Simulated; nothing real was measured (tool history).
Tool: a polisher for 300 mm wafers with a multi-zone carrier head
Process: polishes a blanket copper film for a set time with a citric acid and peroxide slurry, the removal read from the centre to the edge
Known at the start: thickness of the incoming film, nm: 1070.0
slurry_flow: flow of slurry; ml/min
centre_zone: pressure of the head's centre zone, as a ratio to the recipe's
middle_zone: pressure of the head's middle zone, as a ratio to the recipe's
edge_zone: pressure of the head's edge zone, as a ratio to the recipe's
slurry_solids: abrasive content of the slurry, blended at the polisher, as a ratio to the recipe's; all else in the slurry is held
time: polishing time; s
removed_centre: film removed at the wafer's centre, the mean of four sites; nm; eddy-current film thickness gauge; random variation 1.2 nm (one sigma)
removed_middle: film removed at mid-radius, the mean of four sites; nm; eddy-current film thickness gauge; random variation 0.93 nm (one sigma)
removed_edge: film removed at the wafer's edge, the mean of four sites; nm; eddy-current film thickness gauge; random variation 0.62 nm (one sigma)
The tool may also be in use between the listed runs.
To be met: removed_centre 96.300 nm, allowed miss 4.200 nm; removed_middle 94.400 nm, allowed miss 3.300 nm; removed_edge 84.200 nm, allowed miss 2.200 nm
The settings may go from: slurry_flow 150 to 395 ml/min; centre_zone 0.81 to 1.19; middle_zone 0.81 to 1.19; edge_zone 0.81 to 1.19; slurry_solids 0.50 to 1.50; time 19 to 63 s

run 1 hour=0.0 | slurry_flow=250 centre_zone=1.00 middle_zone=1.00 edge_zone=1.00 slurry_solids=1.00 time=41 | removed_centre=66.124 removed_middle=62.660 removed_edge=59.093
run 2 hour=7.1 | slurry_flow=250 centre_zone=0.93 middle_zone=1.00 edge_zone=1.00 slurry_solids=1.00 time=41 | removed_centre=62.515 removed_middle=64.475 removed_edge=59.383
run 3 hour=14.2 | slurry_flow=270 centre_zone=0.98 middle_zone=1.04 edge_zone=1.04 slurry_solids=1.15 time=43 | removed_centre=71.609 removed_middle=72.636 removed_edge=65.063
run 4 hour=15.8 | slurry_flow=275 centre_zone=1.00 middle_zone=1.05 edge_zone=1.07 slurry_solids=1.25 time=45 | removed_centre=77.457 removed_middle=77.105 removed_edge=71.527
run 5 hour=22.5 | slurry_flow=275 centre_zone=0.97 middle_zone=1.05 edge_zone=1.07 slurry_solids=1.25 time=45 | removed_centre=74.763 removed_middle=77.832 removed_edge=70.299
run 6 hour=25.7 | slurry_flow=230 centre_zone=0.97 middle_zone=1.05 edge_zone=1.07 slurry_solids=1.25 time=45 | removed_centre=74.891 removed_middle=76.808 removed_edge=70.236
run 7 hour=28.0 | slurry_flow=230 centre_zone=1.01 middle_zone=1.08 edge_zone=1.09 slurry_solids=1.35 time=46 | removed_centre=79.316 removed_middle=81.066 removed_edge=72.993
-- hour=34.8 edge zone pressure recalibrated
run 8 hour=34.8 | slurry_flow=300 centre_zone=1.11 middle_zone=1.13 edge_zone=1.17 slurry_solids=1.50 time=50 | removed_centre=100.550 removed_middle=96.721 removed_edge=91.120
run 9 hour=36.4 | slurry_flow=285 centre_zone=1.10 middle_zone=1.13 edge_zone=1.15 slurry_solids=1.50 time=50 | removed_centre=98.620 removed_middle=95.299 removed_edge=90.615
run 10 hour=38.9 | slurry_flow=275 centre_zone=1.10 middle_zone=1.14 edge_zone=1.11 slurry_solids=1.45 time=50 | removed_centre=97.670 removed_middle=95.609 removed_edge=87.689

Which of these 5 next moves meets every target?
run A hour=41.4 | slurry_flow=290 centre_zone=1.12 middle_zone=1.17 edge_zone=1.12 slurry_solids=1.35 time=48 | removed_centre=? removed_middle=? removed_edge=?
run B hour=41.4 | slurry_flow=245 centre_zone=1.08 middle_zone=1.12 edge_zone=1.17 slurry_solids=1.50 time=51 | removed_centre=? removed_middle=? removed_edge=?
run C hour=41.4 | slurry_flow=260 centre_zone=1.16 middle_zone=1.06 edge_zone=1.08 slurry_solids=1.50 time=51 | removed_centre=? removed_middle=? removed_edge=?
run D hour=41.4 | slurry_flow=355 centre_zone=1.09 middle_zone=1.05 edge_zone=1.10 slurry_solids=1.40 time=51 | removed_centre=? removed_middle=? removed_edge=?
run E hour=41.4 | slurry_flow=380 centre_zone=1.06 middle_zone=1.03 edge_zone=1.03 slurry_solids=1.50 time=52 | removed_centre=? removed_middle=? removed_edge=?

move=A removed_centre=96.141 removed_middle=92.274 removed_edge=82.481
move=B removed_centre=98.506 removed_middle=94.707 removed_edge=90.387
move=C removed_centre=106.700 removed_middle=91.003 removed_edge=87.325
move=D removed_centre=102.260 removed_middle=91.837 removed_edge=88.974
move=E removed_centre=103.530 removed_middle=94.062 removed_edge=89.533
A: meets every target
B: further off than the last run
C: further off than the last run
D: further off than the last run
E: further off than the last run
Answer: A

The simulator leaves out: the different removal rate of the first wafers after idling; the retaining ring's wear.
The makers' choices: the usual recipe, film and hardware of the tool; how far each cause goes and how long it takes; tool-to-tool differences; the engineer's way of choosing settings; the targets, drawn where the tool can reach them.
